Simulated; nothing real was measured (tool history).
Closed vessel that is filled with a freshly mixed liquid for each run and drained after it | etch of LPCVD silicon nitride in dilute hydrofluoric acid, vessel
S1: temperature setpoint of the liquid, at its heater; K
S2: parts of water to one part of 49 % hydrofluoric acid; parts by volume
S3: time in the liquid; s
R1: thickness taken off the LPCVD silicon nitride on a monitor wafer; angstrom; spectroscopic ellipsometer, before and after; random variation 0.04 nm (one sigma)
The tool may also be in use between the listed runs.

Run 1, hour 0: S1 295.15 K, S2 110 parts by volume, S3 3215 s. Result: R1 149.93 angstrom.
Run 2, hour 7.5: S1 293.65 K, S2 125 parts by volume, S3 3215 s. Result: R1 119.9 angstrom.
Run 3, hour 11.6: S1 296.65 K, S2 125 parts by volume, S3 3215 s. Result: R1 146.73 angstrom.
Run 4, hour 12.6: S1 296.65 K, S2 145 parts by volume, S3 3215 s. Result: R1 126.29 angstrom.
Run 5, hour 18.9: S1 294.65 K, S2 150 parts by volume, S3 3215 s. Result: R1 106.74 angstrom.
Run 6, hour 20.3: S1 294.65 K, S2 185 parts by volume, S3 3215 s. Result: R1 87.499 angstrom.

Run 7 comes next. What will it give?
Run 7, hour 27.7: S1 293.65 K, S2 185 parts by volume, S3 3215 s. Result: R1 ?.

Run 7 gave R1 81.565 angstrom.

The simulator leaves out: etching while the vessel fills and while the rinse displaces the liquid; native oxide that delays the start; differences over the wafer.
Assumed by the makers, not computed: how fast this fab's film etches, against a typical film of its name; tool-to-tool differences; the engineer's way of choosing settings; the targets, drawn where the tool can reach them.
